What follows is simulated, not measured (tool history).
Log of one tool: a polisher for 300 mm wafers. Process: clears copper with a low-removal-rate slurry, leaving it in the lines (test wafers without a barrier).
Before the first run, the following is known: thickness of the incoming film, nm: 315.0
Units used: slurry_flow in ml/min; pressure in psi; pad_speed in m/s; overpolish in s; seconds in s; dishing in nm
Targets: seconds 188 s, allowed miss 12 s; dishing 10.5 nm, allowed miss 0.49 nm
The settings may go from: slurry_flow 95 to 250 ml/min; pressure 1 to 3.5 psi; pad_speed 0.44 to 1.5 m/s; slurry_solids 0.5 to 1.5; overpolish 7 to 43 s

Run 1, hour 0: slurry_flow 160 ml/min, pressure 2.2 psi, pad_speed 0.96 m/s, slurry_solids 1, overpolish 22 s. Result: seconds 147.65 s, dishing 37.366 nm.
Run 2, hour 4.1: slurry_flow 160 ml/min, pressure 1.9 psi, pad_speed 0.96 m/s, slurry_solids 1, overpolish 18 s. Result: seconds 161.24 s, dishing 27.566 nm.
Run 3, hour 8.7: slurry_flow 160 ml/min, pressure 2.4 psi, pad_speed 0.96 m/s, slurry_solids 1, overpolish 18 s. Result: seconds 131.9 s, dishing 33.972 nm.
Run 4, hour 11.2: slurry_flow 160 ml/min, pressure 2.1 psi, pad_speed 0.96 m/s, slurry_solids 1, overpolish 15 s. Result: seconds 147.67 s, dishing 25.904 nm.
Run 5, hour 16.5: slurry_flow 160 ml/min, pressure 1.6 psi, pad_speed 0.96 m/s, slurry_solids 1, overpolish 15 s. Result: seconds 197.81 s, dishing 20.119 nm.
Run 6, hour 22.5: slurry_flow 160 ml/min, pressure 1.2 psi, pad_speed 0.96 m/s, slurry_solids 1, overpolish 15 s. Result: seconds 256.59 s, dishing 15.9 nm.
Run 7, hour 23.9: slurry_flow 175 ml/min, pressure 1 psi, pad_speed 1.16 m/s, slurry_solids 1.05, overpolish 7 s. Result: seconds 252.01 s, dishing 7.8883 nm.
Run 8, hour 29.6: slurry_flow 170 ml/min, pressure 1.1 psi, pad_speed 1.18 m/s, slurry_solids 1.05, overpolish 7 s. Result: seconds 226.79 s, dishing 8.8995 nm.
Run 9, hour 36.6: slurry_flow 165 ml/min, pressure 1.1 psi, pad_speed 1.2 m/s, slurry_solids 1.05, overpolish 7 s. Result: seconds 220.69 s, dishing 8.7235 nm.
Run 10, hour 39.2: slurry_flow 160 ml/min, pressure 1.2 psi, pad_speed 1.2 m/s, slurry_solids 1.05, overpolish 7 s. Result: seconds 200.45 s, dishing 9.4945 nm.

4 candidate next runs follow, results not yet known. Just one meets every target within its allowed miss. Identify it.
Run A, hour 41.8: slurry_flow 150 ml/min, pressure 1.1 psi, pad_speed 1.32 m/s, slurry_solids 0.9, overpolish 7 s. Result: seconds ?, dishing ?.
Run B, hour 41.8: slurry_flow 150 ml/min, pressure 1.2 psi, pad_speed 1.32 m/s, slurry_solids 1.15, overpolish 7 s. Result: seconds ?, dishing ?.
Run C, hour 41.8: slurry_flow 160 ml/min, pressure 1.2 psi, pad_speed 1.14 m/s, slurry_solids 1, overpolish 7 s. Result: seconds ?, dishing ?.
Run D, hour 41.8: slurry_flow 120 ml/min, pressure 1.1 psi, pad_speed 1.34 m/s, slurry_solids 0.85, overpolish 7 s. Result: seconds ?, dishing ?.

move  seconds  dishing
   A   208.01   9.2647
   B   182.37   10.511
   C   214.36    9.018
   D   215.41   8.9625
A: its largest miss is bigger than the last run's
B: all results in spec
C: its largest miss is bigger than the last run's
D: its largest miss is bigger than the last run's
Go with B: it meets all targets.
